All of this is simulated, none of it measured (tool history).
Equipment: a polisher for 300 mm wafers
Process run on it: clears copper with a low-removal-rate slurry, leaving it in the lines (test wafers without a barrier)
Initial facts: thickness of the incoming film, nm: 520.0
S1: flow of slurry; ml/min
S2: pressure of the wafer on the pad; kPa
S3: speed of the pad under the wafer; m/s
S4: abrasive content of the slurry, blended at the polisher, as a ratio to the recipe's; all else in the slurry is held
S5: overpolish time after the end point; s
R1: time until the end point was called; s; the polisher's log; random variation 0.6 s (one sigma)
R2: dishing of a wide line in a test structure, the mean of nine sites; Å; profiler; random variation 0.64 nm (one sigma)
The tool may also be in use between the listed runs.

run  hour   S1    S2    S3    S4  S5       R1      R2
  1   0.0  130  27.6  1.24  1.00  11  113.100  334.71
  2   5.0  130  27.6  1.24  1.10  11  108.730  356.28
  3  10.4  135  31.0  1.28  1.05  10   95.345  362.92
  4  15.2  135  31.0  1.16  1.05  10  104.310  339.32
  5  19.6  135  31.0  0.96  1.05  10  123.740  295.72
  6  28.4  140  33.8  1.06  1.05   9  102.910  325.18
  7  37.0  170  41.4  1.42  1.10   3   61.575  192.34
  8  41.2  160  40.7  1.48  1.10   4   60.733  242.13
     43.4  -- slurry nozzle cleaned
  9  43.4  150  40.7  1.52  1.10   4   55.655  276.22

Run 10 comes next. What will it give?
 10  49.3  145  40.7  1.52  1.10   4   ?   ?

Run 10 gave R1 53.981 s, R2 277.56 Å.
